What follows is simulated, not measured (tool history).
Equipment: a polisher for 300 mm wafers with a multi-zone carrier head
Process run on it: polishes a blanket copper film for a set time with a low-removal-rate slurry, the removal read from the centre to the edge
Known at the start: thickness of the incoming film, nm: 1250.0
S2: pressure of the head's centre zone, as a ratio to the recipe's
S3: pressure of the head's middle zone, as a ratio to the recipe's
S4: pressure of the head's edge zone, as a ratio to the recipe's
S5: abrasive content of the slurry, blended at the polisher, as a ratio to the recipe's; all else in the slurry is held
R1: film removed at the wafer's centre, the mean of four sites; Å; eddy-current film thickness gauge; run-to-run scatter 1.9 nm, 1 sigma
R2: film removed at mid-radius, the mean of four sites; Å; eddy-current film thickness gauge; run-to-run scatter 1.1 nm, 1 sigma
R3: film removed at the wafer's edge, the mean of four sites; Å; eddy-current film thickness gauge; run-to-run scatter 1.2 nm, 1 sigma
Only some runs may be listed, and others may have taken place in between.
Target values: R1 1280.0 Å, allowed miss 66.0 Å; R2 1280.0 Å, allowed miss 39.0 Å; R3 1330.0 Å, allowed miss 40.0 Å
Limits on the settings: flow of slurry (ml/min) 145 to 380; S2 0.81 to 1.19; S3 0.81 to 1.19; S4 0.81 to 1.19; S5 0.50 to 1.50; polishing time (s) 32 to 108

run 1 hour=0.0 | flow_of_slurry_(ml/min)=245 S2=1.00 S3=1.00 S4=1.00 S5=1.00 polishing_time_(s)=70 | R1=2069.3 R2=2030.0 R3=2039.3
run 2 hour=9.0 | flow_of_slurry_(ml/min)=245 S2=1.00 S3=0.93 S4=1.00 S5=1.00 polishing_time_(s)=70 | R1=1987.0 R2=1951.4 R3=2061.8
run 3 hour=15.6 | flow_of_slurry_(ml/min)=245 S2=1.00 S3=0.93 S4=1.00 S5=1.15 polishing_time_(s)=70 | R1=2053.2 R2=1987.3 R3=2100.4
run 4 hour=19.1 | flow_of_slurry_(ml/min)=245 S2=1.00 S3=0.93 S4=1.00 S5=1.05 polishing_time_(s)=70 | R1=2014.9 R2=1946.0 R3=2055.6
run 5 hour=21.9 | flow_of_slurry_(ml/min)=245 S2=1.00 S3=0.98 S4=1.00 S5=1.05 polishing_time_(s)=70 | R1=2085.5 R2=2039.9 R3=2085.3
run 6 hour=30.1 | flow_of_slurry_(ml/min)=290 S2=1.00 S3=0.98 S4=1.00 S5=1.05 polishing_time_(s)=70 | R1=2088.6 R2=2054.9 R3=2089.6
run 7 hour=30.7 | flow_of_slurry_(ml/min)=290 S2=0.90 S3=0.88 S4=0.90 S5=0.80 polishing_time_(s)=51 | R1=1314.6 R2=1327.6 R3=1423.5
run 8 hour=32.5 | flow_of_slurry_(ml/min)=285 S2=0.90 S3=0.88 S4=0.87 S5=0.80 polishing_time_(s)=51 | R1=1285.9 R2=1317.7 R3=1405.8

Which single option among these 5 for the next run brings every result within its allowed miss of target? Just one does.
run A hour=34.3 | flow_of_slurry_(ml/min)=310 S2=1.00 S3=0.98 S4=0.81 S5=0.75 polishing_time_(s)=48 | R1=? R2=? R3=?
run B hour=34.3 | flow_of_slurry_(ml/min)=265 S2=0.88 S3=0.91 S4=0.86 S5=0.75 polishing_time_(s)=45 | R1=? R2=? R3=?
run C hour=34.3 | flow_of_slurry_(ml/min)=280 S2=0.83 S3=0.96 S4=0.81 S5=0.65 polishing_time_(s)=51 | R1=? R2=? R3=?
run D hour=34.3 | flow_of_slurry_(ml/min)=300 S2=0.93 S3=0.91 S4=0.90 S5=0.90 polishing_time_(s)=47 | R1=? R2=? R3=?
run E hour=34.3 | flow_of_slurry_(ml/min)=305 S2=0.99 S3=0.98 S4=0.87 S5=0.80 polishing_time_(s)=45 | R1=? R2=? R3=?

move=A R1=1343.3 R2=1331.2 R3=1291.3
move=B R1=1091.6 R2=1167.3 R3=1217.4
move=C R1=1148.1 R2=1354.5 R3=1335.9
move=D R1=1253.6 R2=1266.1 R3=1332.5
move=E R1=1257.2 R2=1258.8 R3=1242.2
A: meets the target for the result that was furthest off, but another lies outside its allowed miss
B: takes the result that was furthest off past its target
C: meets the target for the result that was furthest off, but another lies outside its allowed miss
D: each result inside its tolerance
E: takes the result that was furthest off past its target
D is the move that brings every result within its allowed miss.

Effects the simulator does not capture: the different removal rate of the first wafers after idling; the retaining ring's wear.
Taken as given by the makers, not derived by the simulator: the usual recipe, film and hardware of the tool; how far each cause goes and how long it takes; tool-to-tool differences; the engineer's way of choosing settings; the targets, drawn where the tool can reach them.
